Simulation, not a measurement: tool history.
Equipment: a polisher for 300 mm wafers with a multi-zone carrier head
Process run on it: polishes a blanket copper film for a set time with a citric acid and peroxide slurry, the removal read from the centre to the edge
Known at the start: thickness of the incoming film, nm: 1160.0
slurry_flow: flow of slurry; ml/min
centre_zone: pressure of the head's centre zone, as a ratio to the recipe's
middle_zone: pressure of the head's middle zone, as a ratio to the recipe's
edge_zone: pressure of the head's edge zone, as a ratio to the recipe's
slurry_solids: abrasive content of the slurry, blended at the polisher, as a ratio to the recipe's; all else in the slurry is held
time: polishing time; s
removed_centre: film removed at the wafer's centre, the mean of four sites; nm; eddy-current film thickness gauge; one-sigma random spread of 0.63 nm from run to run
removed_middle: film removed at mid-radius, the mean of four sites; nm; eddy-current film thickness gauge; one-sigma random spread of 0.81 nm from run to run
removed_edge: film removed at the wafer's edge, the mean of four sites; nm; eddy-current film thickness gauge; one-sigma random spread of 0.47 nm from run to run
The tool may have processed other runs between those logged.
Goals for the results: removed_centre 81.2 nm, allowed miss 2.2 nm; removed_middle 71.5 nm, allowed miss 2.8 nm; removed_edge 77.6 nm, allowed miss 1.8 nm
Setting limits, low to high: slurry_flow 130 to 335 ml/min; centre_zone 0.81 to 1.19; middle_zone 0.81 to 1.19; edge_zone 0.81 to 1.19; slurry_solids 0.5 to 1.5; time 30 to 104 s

run,day,slurry_flow,centre_zone,middle_zone,edge_zone,slurry_solids,time,removed_centre,removed_middle,removed_edge
1,0,215,1,1,1,1,67,91.124,91.6,90.446
2,0.033,205,1,0.96,0.97,0.95,67,89.209,87.304,88.205
3,0.188,200,1,0.93,0.95,0.9,67,88.615,82.653,85.801
4,0.554,190,0.99,0.91,0.93,0.85,67,85.215,79.192,83.763
5,0.608,185,0.99,0.9,0.91,0.85,67,85.751,77.236,82.685
6,0.954,180,0.99,0.9,0.9,0.85,67,84.965,77.607,82.14
7,1.258,150,0.98,0.83,0.83,0.75,67,78.843,68.621,75.059
8,1.333,155,0.98,0.83,0.84,0.75,67,80.246,68.24,75.247

4 next moves are on the table. One of them brings every result within its allowed miss. Which?
A,1.408,155,1.04,0.82,0.82,0.75,70,?,?,?
B,1.408,175,1.09,0.95,0.83,0.8,61,?,?,?
C,1.408,135,1.02,0.87,0.89,0.7,69,?,?,?
D,1.408,195,0.97,0.92,0.85,0.95,63,?,?,?

move,removed_centre,removed_middle,removed_edge
A,87.127,71.39,78.332
B,81.984,72.663,70.544
C,81.057,71.043,77.422
D,81.484,77.519,77.832
A: corrects the largest miss of the last run, while another result sits out of spec
B: the biggest miss grows against the last run
C: meets every target
D: corrects the largest miss of the last run, while another result sits out of spec
C is the move that brings every result within its allowed miss.
